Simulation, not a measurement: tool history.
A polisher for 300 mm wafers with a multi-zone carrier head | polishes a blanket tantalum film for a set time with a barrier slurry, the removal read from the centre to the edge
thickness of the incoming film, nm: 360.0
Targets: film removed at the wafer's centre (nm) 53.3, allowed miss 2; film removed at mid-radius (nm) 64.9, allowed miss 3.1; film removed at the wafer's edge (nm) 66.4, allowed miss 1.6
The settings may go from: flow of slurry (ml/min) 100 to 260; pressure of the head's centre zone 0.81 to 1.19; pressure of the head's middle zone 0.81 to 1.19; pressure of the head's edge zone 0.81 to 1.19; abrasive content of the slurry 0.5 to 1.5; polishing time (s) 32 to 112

run  hour  flow of slurry (ml/min)  pressure of the head's centre zone  pressure of the head's middle zone  pressure of the head's edge zone  abrasive content of the slurry  polishing time (s)  film removed at the wafer's centre (nm)  film removed at mid-radius (nm)  film removed at the wafer's edge (nm)
  1     0                      165                                   1                                   1                                 1                               1                  72                                   89.714                           91.516                                 90.953
  2   8.8                      150                                0.94                                0.99                              0.99                            0.85                  70                                   76.672                           80.646                                 81.756
  3  11.7                      135                                 0.9                                1.01                                 1                            0.75                  69                                   66.747                           73.778                                 75.235
  4  16.6                      170                                 0.9                                1.01                                 1                            0.75                  69                                    70.99                           79.164                                 79.265
  5  18.4                      170                                 0.9                                1.01                                 1                            0.65                  69                                   67.065                           77.473                                 75.457
  6  20.4                      170                                0.84                                1.01                                 1                            0.65                  69                                   62.389                           73.704                                 75.863
  7  27.6                      155                                0.83                                1.02                              0.99                             0.6                  69                                   59.366                           72.881                                 71.583
  8  28.3                      105                                0.81                                0.95                              1.01                             0.5                  68                                   46.173                           56.128                                  61.11
  9  32.4                      120                                0.81                                0.96                                 1                             0.5                  68                                   49.262                           57.444                                 61.476
 10  35.4                      130                                0.81                                0.97                              1.01                             0.5                  68                                   49.862                           60.247                                 63.873
 11    42                      140                                0.81                                0.98                              1.01                             0.5                  68                                   51.415                           60.746                                 64.413

Which of these 5 next moves meets every target?
  A  48.6                      100                                0.83                                   1                              0.96                             0.5                  77                                        ?                                ?                                      ?
  B  48.6                      155                                0.86                                 0.9                              1.03                            0.85                  53                                        ?                                ?                                      ?
  C  48.6                      125                                0.86                                1.05                              0.97                             0.5                  68                                        ?                                ?                                      ?
  D  48.6                      135                                0.83                                0.85                              1.16                            0.55                  67                                        ?                                ?                                      ?
  E  48.6                      105                                0.81                                1.04                              1.04                             0.5                  78                                        ?                                ?                                      ?

move  film removed at the wafer's centre (nm)  film removed at mid-radius (nm)  film removed at the wafer's edge (nm)
   A                                    53.35                           67.405                                 66.848
   B                                   53.617                           58.886                                 63.555
   C                                   52.844                           66.436                                 62.114
   D                                   53.528                           58.374                                 70.459
   E                                   53.767                           71.773                                 70.913
A: meets every target
B: further off than the last run
C: brings the result that was furthest off to its target, and leaves another outside
D: further off than the last run
E: takes the result that was furthest off past its target
Answer: A
